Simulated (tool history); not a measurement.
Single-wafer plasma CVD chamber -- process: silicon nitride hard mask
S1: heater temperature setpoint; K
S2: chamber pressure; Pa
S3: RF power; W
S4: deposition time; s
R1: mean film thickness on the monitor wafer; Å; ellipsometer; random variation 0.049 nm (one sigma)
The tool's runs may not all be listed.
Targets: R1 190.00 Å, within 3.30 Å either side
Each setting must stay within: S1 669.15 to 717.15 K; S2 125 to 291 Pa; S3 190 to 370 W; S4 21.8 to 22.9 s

| run | day | S1 | S2 | S3 | S4 | R1 |
|---|---|---|---|---|---|---|
| 1 | 0.000 | 693.15 | 208 | 280 | 22.9 | 227.98 |
| 2 | 0.129 | 693.15 | 199 | 275 | 22.9 | 222.17 |
| 3 | 0.246 | 693.15 | 191 | 270 | 22.9 | 218.04 |
| 4 | 0.271 | 693.15 | 228 | 270 | 22.9 | 229.54 |
| 5 | 0.617 | 700.15 | 228 | 270 | 22.9 | 228.33 |
| 6 | 0.708 | 700.15 | 228 | 270 | 21.8 | 216.48 |
| 7 | 0.854 | 700.15 | 217 | 270 | 21.8 | 214.35 |
| 8 | 1.088 | 700.15 | 208 | 270 | 21.8 | 211.36 |
| 9 | 1.242 | 700.15 | 200 | 270 | 21.8 | 209.58 |
| 10 | 1.312 | 700.15 | 192 | 270 | 21.8 | 206.68 |
| 11 | 1.671 | 700.15 | 185 | 270 | 21.8 | 203.35 |
| 12 | 1.858 | 700.15 | 144 | 265 | 21.8 | 185.45 |
| 13 | 2.004 | 700.15 | 145 | 265 | 21.8 | 186.04 |

4 next moves are on the table. One of them brings every result within its allowed miss. Which?
| A | 2.150 | 695.15 | 143 | 265 | 21.8 | ? |
| B | 2.150 | 701.15 | 131 | 250 | 22.9 | ? |
| C | 2.150 | 703.15 | 133 | 270 | 22.7 | ? |
| D | 2.150 | 701.15 | 151 | 250 | 21.8 | ? |

| move | R1 |
|---|---|
| A | 185.10 |
| B | 181.51 |
| C | 189.43 |
| D | 181.82 |
A: the biggest miss grows against the last run
B: the biggest miss grows against the last run
C: every result lands within tolerance
D: the biggest miss grows against the last run
Move C is the one to make.
